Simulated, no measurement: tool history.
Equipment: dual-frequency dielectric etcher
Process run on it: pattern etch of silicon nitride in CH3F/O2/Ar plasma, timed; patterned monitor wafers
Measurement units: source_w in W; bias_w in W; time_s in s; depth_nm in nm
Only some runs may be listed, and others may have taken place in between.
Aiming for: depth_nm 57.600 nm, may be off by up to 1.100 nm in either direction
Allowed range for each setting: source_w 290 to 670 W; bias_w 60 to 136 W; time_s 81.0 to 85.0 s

{"run": 1, "hour": 0.0, "source_w": 480, "bias_w": 98, "time_s": 81.0, "depth_nm": 69.762}
{"run": 2, "hour": 8.0, "source_w": 540, "bias_w": 98, "time_s": 81.0, "depth_nm": 73.493}
{"run": 3, "hour": 14.8, "source_w": 510, "bias_w": 98, "time_s": 81.0, "depth_nm": 72.164}
{"run": 4, "hour": 20.9, "source_w": 510, "bias_w": 98, "time_s": 81.0, "depth_nm": 71.475}
{"run": 5, "hour": 24.8, "source_w": 510, "bias_w": 89, "time_s": 81.0, "depth_nm": 68.694}
{"run": 6, "hour": 28.4, "source_w": 510, "bias_w": 89, "time_s": 81.0, "depth_nm": 68.032}
{"run": 7, "hour": 36.5, "source_w": 480, "bias_w": 88, "time_s": 81.0, "depth_nm": 66.501}
{"run": 8, "hour": 42.5, "source_w": 460, "bias_w": 87, "time_s": 81.0, "depth_nm": 65.29}
{"run": 9, "hour": 50.7, "source_w": 440, "bias_w": 86, "time_s": 81.0, "depth_nm": 63.457}
{"run": 10, "hour": 57.8, "source_w": 420, "bias_w": 86, "time_s": 81.0, "depth_nm": 62.08}
{"run": 11, "hour": 59.7, "source_w": 410, "bias_w": 86, "time_s": 81.0, "depth_nm": 61.824}
{"run": 12, "hour": 66.9, "source_w": 400, "bias_w": 86, "time_s": 81.0, "depth_nm": 60.484}
{"run": 13, "hour": 68.0, "source_w": 390, "bias_w": 86, "time_s": 81.0, "depth_nm": 60.3}
{"run": 14, "hour": 71.2, "source_w": 380, "bias_w": 86, "time_s": 81.0, "depth_nm": 59.621}
{"run": 15, "hour": 71.9, "source_w": 340, "bias_w": 84, "time_s": 81.0, "depth_nm": 56.231}

Pick the move, out of 5, that brings all results within their allowed miss; only one does.
{"run": "A", "hour": 72.6, "source_w": 400, "bias_w": 62, "time_s": 85.0, "depth_nm": "?"}
{"run": "B", "hour": 72.6, "source_w": 330, "bias_w": 85, "time_s": 81.0, "depth_nm": "?"}
{"run": "C", "hour": 72.6, "source_w": 290, "bias_w": 85, "time_s": 82.5, "depth_nm": "?"}
{"run": "D", "hour": 72.6, "source_w": 350, "bias_w": 73, "time_s": 83.0, "depth_nm": "?"}
{"run": "E", "hour": 72.6, "source_w": 330, "bias_w": 82, "time_s": 85.0, "depth_nm": "?"}

move=A depth_nm=55.466
move=B depth_nm=56.020
move=C depth_nm=53.807
move=D depth_nm=54.966
move=E depth_nm=57.825
A: misses by more than the last run did
B: misses by more than the last run did
C: misses by more than the last run did
D: misses by more than the last run did
E: hits every target within its allowed miss
The move that meets every target is E.

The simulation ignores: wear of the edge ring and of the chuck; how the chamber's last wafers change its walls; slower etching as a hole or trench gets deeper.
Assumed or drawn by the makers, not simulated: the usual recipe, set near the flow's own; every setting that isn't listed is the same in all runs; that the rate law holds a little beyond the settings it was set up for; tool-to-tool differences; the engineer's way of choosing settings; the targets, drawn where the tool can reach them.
